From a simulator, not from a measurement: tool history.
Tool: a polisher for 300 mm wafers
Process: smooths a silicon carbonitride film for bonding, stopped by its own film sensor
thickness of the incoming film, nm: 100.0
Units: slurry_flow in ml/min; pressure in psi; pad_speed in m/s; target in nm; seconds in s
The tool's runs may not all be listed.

Run 1, day 0.000: slurry_flow 155 ml/min, pressure 2.4 psi, pad_speed 0.98 m/s, slurry_solids 1.0, target 90 nm. Result: seconds 32.090 s.
Run 2, day 0.067: slurry_flow 155 ml/min, pressure 2.4 psi, pad_speed 0.88 m/s, slurry_solids 1.0, target 90 nm. Result: seconds 34.709 s.
Run 3, day 0.429: slurry_flow 155 ml/min, pressure 2.4 psi, pad_speed 1.06 m/s, slurry_solids 1.0, target 90 nm. Result: seconds 30.276 s.
Run 4, day 0.479: slurry_flow 155 ml/min, pressure 2.8 psi, pad_speed 1.06 m/s, slurry_solids 1.0, target 90 nm. Result: seconds 26.501 s.
Run 5, day 0.683: slurry_flow 160 ml/min, pressure 2.8 psi, pad_speed 1.06 m/s, slurry_solids 1.0, target 90 nm. Result: seconds 26.216 s.
Run 6, day 0.975: slurry_flow 165 ml/min, pressure 2.8 psi, pad_speed 1.06 m/s, slurry_solids 1.0, target 90 nm. Result: seconds 25.755 s.

Forecast run 7:
Run 7, day 1.171: slurry_flow 170 ml/min, pressure 2.8 psi, pad_speed 1.06 m/s, slurry_solids 1.0, target 90 nm. Result: seconds ?.

{"run 7": {"seconds": 25.77}}
